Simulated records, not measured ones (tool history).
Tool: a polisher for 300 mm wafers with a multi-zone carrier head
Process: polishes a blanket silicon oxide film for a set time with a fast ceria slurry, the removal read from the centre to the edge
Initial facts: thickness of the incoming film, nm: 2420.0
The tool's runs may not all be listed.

| run | hour | flow of slurry (ml/min) | pressure of the head's centre zone | pressure of the head's middle zone | pressure of the head's edge zone | polishing time (s) | film removed at the wafer's centre (nm) | film removed at mid-radius (nm) | film removed at the wafer's edge (nm) |
|---|---|---|---|---|---|---|---|---|---|
| 1 | 0 | 290 | 1 | 1 | 1 | 41 | 906.93 | 889.9 | 884.35 |
| 2 | 6.1 | 290 | 1 | 1.08 | 1 | 41 | 881.29 | 947.47 | 884.84 |
| 3 | 10.8 | 290 | 1 | 1.01 | 1 | 41 | 865.53 | 903.58 | 871.47 |
| 4 | 19.2 | 300 | 0.98 | 1.06 | 1.01 | 43 | 920.2 | 978.73 | 943 |
| 5 | 24.5 | 300 | 0.96 | 1.09 | 1 | 45 | 960.45 | 1058.2 | 969.49 |
| 6 | 33.1 | 300 | 0.88 | 1.09 | 1 | 45 | 868.77 | 1045.2 | 966.51 |
| 7 | 33.8 | 305 | 0.88 | 1.12 | 1.01 | 46 | 875.41 | 1121.3 | 995.01 |
| 8 | 38.3 | 310 | 0.9 | 1.13 | 1.03 | 46 | 928.84 | 1107.3 | 1019 |

Forecast run 9:
| 9 | 44.2 | 315 | 0.89 | 1.15 | 1.03 | 47 | ? | ? | ? |

film removed at the wafer's centre (nm): 919.54
film removed at mid-radius (nm): 1149.6
film removed at the wafer's edge (nm): 1034
